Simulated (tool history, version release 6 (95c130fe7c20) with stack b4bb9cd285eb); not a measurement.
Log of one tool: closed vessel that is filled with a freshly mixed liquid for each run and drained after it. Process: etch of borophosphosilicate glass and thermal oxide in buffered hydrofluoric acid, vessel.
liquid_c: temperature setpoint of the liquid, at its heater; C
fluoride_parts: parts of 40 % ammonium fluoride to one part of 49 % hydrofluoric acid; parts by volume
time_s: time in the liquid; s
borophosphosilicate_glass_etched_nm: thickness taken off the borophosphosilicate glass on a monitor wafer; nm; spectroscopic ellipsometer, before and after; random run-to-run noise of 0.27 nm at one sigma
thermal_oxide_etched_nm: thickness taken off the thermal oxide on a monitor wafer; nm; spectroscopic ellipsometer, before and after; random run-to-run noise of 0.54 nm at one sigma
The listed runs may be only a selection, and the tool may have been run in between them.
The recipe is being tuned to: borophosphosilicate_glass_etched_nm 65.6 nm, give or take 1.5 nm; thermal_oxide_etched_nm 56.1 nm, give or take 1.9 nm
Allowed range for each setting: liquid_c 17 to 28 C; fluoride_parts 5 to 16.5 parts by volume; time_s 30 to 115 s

run  hour  liquid_c  fluoride_parts  time_s  borophosphosilicate_glass_etched_nm  thermal_oxide_etched_nm
  1     0        20              10      60                                72.22                   61.406
  2     8      19.5              10      60                                69.87                   59.658
  3  17.1        17              10      60                               61.373                   51.561
  4  19.9      17.5              10      60                               63.351                   53.212
  5    22      17.5              13      60                               48.184                   41.724
  6  27.5        17              13      60                               47.108                   39.851
  7  29.6      18.5              13      60                               51.201                   43.346
  8  35.3      22.5              13      60                               63.682                    55.77

5 next moves are on the table. One of them brings every result within its allowed miss. Which?
  A    41      22.5              12      60                                    ?                        ?
  B    41      24.5            13.5      60                                    ?                        ?
  C    41        23              12      55                                    ?                        ?
  D    41      26.5            13.5      55                                    ?                        ?
  E    41        26            14.5      60                                    ?                        ?

move  borophosphosilicate_glass_etched_nm  thermal_oxide_etched_nm
   A                               69.297                   59.077
   B                                68.77                   58.736
   C                               65.274                   55.664
   D                               70.162                   59.989
   E                               69.463                   59.395
A: moves the result that the last run missed by most past its target, out the other side
B: moves the result that the last run missed by most past its target, out the other side
C: all results in spec
D: moves the result that the last run missed by most past its target, out the other side
E: moves the result that the last run missed by most past its target, out the other side
Move C is the one to make.

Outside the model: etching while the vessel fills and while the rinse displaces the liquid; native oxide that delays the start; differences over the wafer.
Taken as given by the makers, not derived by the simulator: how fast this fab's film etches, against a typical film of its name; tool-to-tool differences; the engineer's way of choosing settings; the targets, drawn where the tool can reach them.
